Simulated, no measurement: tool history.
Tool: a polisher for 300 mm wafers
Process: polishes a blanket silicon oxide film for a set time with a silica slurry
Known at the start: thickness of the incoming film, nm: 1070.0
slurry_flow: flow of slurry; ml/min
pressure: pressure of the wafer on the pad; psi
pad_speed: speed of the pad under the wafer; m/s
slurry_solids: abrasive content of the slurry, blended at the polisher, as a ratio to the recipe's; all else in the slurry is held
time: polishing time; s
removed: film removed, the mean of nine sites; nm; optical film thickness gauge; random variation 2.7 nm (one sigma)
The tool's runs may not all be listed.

run  hour  slurry_flow  pressure  pad_speed  slurry_solids  time  removed
  1     0          125       5.4        1.1              1    62    242.3
  2   5.5          130       5.5        1.1              1    62   246.97
  3     8          130       5.5        1.1              1    65    258.8
  4  12.5          130       5.6        1.1              1    65   263.16
  5    21          130       5.6        1.1              1    65   266.88
  6  28.3          115       5.6        1.1              1    65    261.4

Run 7 comes next. What will it give?
  7  32.9          115       5.7        1.1              1    65        ?

{"run 7": {"removed": 264.16}}
